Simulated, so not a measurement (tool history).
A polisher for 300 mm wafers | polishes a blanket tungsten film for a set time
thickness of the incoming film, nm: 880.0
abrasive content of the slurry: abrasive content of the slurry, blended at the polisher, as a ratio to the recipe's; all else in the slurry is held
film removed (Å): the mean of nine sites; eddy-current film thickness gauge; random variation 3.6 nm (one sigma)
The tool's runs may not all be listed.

| run | hour | flow of slurry (ml/min) | pressure of the wafer on the pad (kPa) | speed of the pad under the wafer (m/s) | abrasive content of the slurry | polishing time (s) | film removed (Å) |
|---|---|---|---|---|---|---|---|
| 1 | 0 | 315 | 16.5 | 1.26 | 1 | 104 | 3086.1 |
| 2 | 6.8 | 315 | 16.5 | 1.06 | 1 | 104 | 2590.5 |
| 3 | 12.3 | 315 | 16.5 | 0.84 | 1 | 104 | 2123 |
| 4 | 16.7 | 315 | 13.8 | 0.84 | 1 | 104 | 1763.7 |
| 5 | 19.7 | 315 | 13.8 | 0.84 | 1 | 104 | 1735.4 |
| 6 | 23.9 | 315 | 13.8 | 0.56 | 1 | 104 | 1182.9 |
| 7 | 31.7 | 315 | 17.2 | 0.6 | 1 | 104 | 1582.2 |
| 8 | 35.7 | 315 | 20 | 0.62 | 1 | 104 | 1855.5 |

Run 9 comes next. What will it give?
| 9 | 44.4 | 315 | 21.4 | 0.66 | 1 | 104 | ? |

{"run 9": {"film removed (Å)": 2098.1}}
